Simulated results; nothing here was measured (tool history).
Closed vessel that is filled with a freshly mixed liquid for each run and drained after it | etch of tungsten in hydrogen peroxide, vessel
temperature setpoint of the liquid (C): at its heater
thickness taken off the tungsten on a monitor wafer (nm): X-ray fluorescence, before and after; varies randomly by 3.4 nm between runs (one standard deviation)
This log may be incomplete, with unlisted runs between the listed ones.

run	day	temperature setpoint of the liquid (C)	concentration of hydrogen peroxide in the mixed liquid (% by weight)	time in the liquid (s)	thickness taken off the tungsten on a monitor wafer (nm)
1	0.000	57.0	24.5	90	421.42
2	0.217	57.0	24.5	95	444.64
3	0.354	58.5	24.5	95	485.08
4	0.500	60.0	24.5	95	533.32
5	0.621	61.0	24.5	95	560.20
6	0.904	61.0	27.5	95	590.92
7	1.067	61.5	27.5	95	606.12
8	1.450	62.0	27.5	95	628.05

Expected results for the next run?
9	1.779	62.5	27.5	95	?

{"run 9": {"thickness taken off the tungsten on a monitor wafer (nm)": 638.91}}
